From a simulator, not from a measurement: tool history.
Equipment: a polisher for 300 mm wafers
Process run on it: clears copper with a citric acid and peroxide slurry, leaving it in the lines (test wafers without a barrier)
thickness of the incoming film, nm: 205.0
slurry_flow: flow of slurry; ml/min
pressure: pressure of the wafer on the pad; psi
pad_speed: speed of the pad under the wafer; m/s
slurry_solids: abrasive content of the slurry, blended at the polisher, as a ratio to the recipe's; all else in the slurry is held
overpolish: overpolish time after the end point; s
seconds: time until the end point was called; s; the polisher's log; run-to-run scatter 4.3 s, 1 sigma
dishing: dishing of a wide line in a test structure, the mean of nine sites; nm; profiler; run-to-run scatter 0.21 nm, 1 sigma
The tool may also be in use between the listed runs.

{"run": 1, "hour": 0.0, "slurry_flow": 305, "pressure": 2.1, "pad_speed": 0.84, "slurry_solids": 1, "overpolish": 25, "seconds": 155.17, "dishing": 28.447}
{"run": 2, "hour": 3.3, "slurry_flow": 305, "pressure": 1.9, "pad_speed": 0.82, "slurry_solids": 1, "overpolish": 26, "seconds": 176.35, "dishing": 26.15}
{"run": 3, "hour": 11.5, "slurry_flow": 305, "pressure": 1.9, "pad_speed": 0.82, "slurry_solids": 1, "overpolish": 21, "seconds": 170.24, "dishing": 21.408}
{"run": 4, "hour": 18.0, "slurry_flow": 305, "pressure": 1.9, "pad_speed": 0.82, "slurry_solids": 1, "overpolish": 31, "seconds": 173.07, "dishing": 30.349}
{"run": 5, "hour": 20.1, "slurry_flow": 305, "pressure": 1.8, "pad_speed": 0.8, "slurry_solids": 1, "overpolish": 32, "seconds": 189.49, "dishing": 28.968}
{"run": 6, "hour": 26.3, "slurry_flow": 305, "pressure": 1.8, "pad_speed": 0.68, "slurry_solids": 1, "overpolish": 32, "seconds": 216.98, "dishing": 25.437}
{"run": 7, "hour": 29.0, "slurry_flow": 305, "pressure": 1.7, "pad_speed": 0.68, "slurry_solids": 1, "overpolish": 32, "seconds": 224.2, "dishing": 24.811}
{"run": 8, "hour": 36.0, "slurry_flow": 305, "pressure": 1.1, "pad_speed": 0.66, "slurry_solids": 1, "overpolish": 31, "seconds": 354.78, "dishing": 16.048}
{"run": 9, "hour": 40.4, "slurry_flow": 305, "pressure": 1.3, "pad_speed": 0.66, "slurry_solids": 1, "overpolish": 31, "seconds": 295.02, "dishing": 18.549}

Run 10 has not been measured yet. What should we expect?
{"run": 10, "hour": 48.8, "slurry_flow": 305, "pressure": 1.3, "pad_speed": 0.66, "slurry_solids": 1, "overpolish": 31, "seconds": "?", "dishing": "?"}

seconds: 299.52 s
dishing: 18.595 nm
